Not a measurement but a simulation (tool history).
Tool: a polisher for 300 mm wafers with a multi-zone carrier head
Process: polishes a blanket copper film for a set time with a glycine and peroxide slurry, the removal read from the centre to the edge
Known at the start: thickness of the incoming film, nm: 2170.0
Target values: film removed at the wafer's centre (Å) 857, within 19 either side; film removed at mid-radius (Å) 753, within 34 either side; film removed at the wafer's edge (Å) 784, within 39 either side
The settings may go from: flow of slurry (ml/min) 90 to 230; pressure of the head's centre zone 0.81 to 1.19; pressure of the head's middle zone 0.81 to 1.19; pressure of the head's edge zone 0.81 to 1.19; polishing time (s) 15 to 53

run	hour	flow of slurry (ml/min)	pressure of the head's centre zone	pressure of the head's middle zone	pressure of the head's edge zone	polishing time (s)	film removed at the wafer's centre (Å)	film removed at mid-radius (Å)	film removed at the wafer's edge (Å)
1	0	150	1	1	1	34	1362.7	1329.5	1439.5
2	8.8	150	1	0.99	0.98	32	1295.4	1244.4	1317.1
3	12.7	150	0.93	0.99	0.98	32	1214.6	1265.9	1307.4
4	16.4	150	0.93	0.97	0.96	31	1190.5	1205	1273.9
5	23.2	150	0.94	0.96	0.95	30	1157.3	1147.2	1204
6	29.6	150	0.94	0.95	0.94	29	1122.3	1125.8	1181.2
7	33.8	150	0.95	0.94	0.93	28	1089.5	1066	1111.5
8	36.2	150	0.95	0.93	0.92	27	1038.4	1023.3	1087.5
9	40.5	150	0.95	0.93	0.92	27	1043.3	1023.6	1091.6
10	48.8	150	0.96	0.93	0.91	26	1006.7	982.59	1064.5
11	50.2	155	0.96	0.92	0.9	25	988.51	939.43	1023.3
12	53.7	155	0.98	0.93	0.89	24	952.29	922.77	934.61
13	58.6	155	0.99	0.92	0.88	24	962.03	892.36	960.99
14	61.3	140	1.08	0.98	0.81	17	704.08	643.43	645.08
15	70.2	140	1.08	0.98	0.81	17	708.9	676.01	638.62
16	79	140	1.08	0.98	0.81	17	704.27	655.16	634.36
17	81	145	1.08	0.97	0.82	17	712.95	646.03	652.26
18	88.1	185	1.13	1.05	0.92	18	823.09	761.69	739.68
19	89	185	1.13	1.04	0.92	18	822.92	750.89	733.33
20	91.7	185	1.13	1.03	0.92	18	812.25	755.75	755.39

5 candidate next runs follow, results not yet known. Just one meets every target within its allowed miss. Identify it.
A	94.4	160	1.17	0.81	0.93	19	?	?	?
B	94.4	180	1.15	0.89	1.04	20	?	?	?
C	94.4	185	1.11	0.81	1.12	20	?	?	?
D	94.4	155	1.19	1	0.96	19	?	?	?
E	94.4	205	1.19	0.85	0.99	18	?	?	?

move	film removed at the wafer's centre (Å)	film removed at mid-radius (Å)	film removed at the wafer's edge (Å)
A	856.68	652.61	780.33
B	913.26	751.09	879.38
C	895.51	704.97	916.62
D	861.74	756.78	786.68
E	861.01	667.29	784.9
A: the furthest-off result lands on target, but another misses its tolerance
B: takes the result that was furthest off past its target
C: takes the result that was furthest off past its target
D: all results land within tolerance of their targets
E: the furthest-off result lands on target, but another misses its tolerance
Move D is the one to make.
